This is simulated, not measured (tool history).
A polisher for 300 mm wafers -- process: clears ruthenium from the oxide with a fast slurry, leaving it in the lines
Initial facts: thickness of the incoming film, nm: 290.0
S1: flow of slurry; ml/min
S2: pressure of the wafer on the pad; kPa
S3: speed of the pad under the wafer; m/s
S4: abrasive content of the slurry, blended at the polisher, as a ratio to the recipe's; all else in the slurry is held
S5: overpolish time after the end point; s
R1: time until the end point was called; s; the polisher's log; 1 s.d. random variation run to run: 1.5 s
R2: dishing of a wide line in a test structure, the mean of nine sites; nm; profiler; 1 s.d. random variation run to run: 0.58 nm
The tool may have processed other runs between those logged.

{"run": 1, "day": 0.0, "S1": 135, "S2": 16.5, "S3": 1.1, "S4": 1, "S5": 10, "R1": 65.624, "R2": 33.768}
{"run": 2, "day": 0.033, "S1": 135, "S2": 16.5, "S3": 0.84, "S4": 1, "S5": 10, "R1": 82.848, "R2": 26.168}
{"run": 3, "day": 0.275, "S1": 130, "S2": 15.9, "S3": 0.84, "S4": 1, "S5": 11, "R1": 90.274, "R2": 27.079}
{"run": 4, "day": 0.604, "S1": 130, "S2": 15.9, "S3": 0.84, "S4": 1.2, "S5": 11, "R1": 80.778, "R2": 30.531}
{"run": 5, "day": 0.842, "S1": 125, "S2": 15.2, "S3": 0.84, "S4": 1.2, "S5": 12, "R1": 85.995, "R2": 30.598}
{"run": 6, "day": 1.008, "S1": 125, "S2": 15.2, "S3": 0.6, "S4": 1.2, "S5": 12, "R1": 116.91, "R2": 23.184}

What will run 7 give?
{"run": 7, "day": 1.317, "S1": 125, "S2": 15.9, "S3": 0.6, "S4": 1.2, "S5": 13, "R1": "?", "R2": "?"}

R1: 111.69 s
R2: 25.656 nm

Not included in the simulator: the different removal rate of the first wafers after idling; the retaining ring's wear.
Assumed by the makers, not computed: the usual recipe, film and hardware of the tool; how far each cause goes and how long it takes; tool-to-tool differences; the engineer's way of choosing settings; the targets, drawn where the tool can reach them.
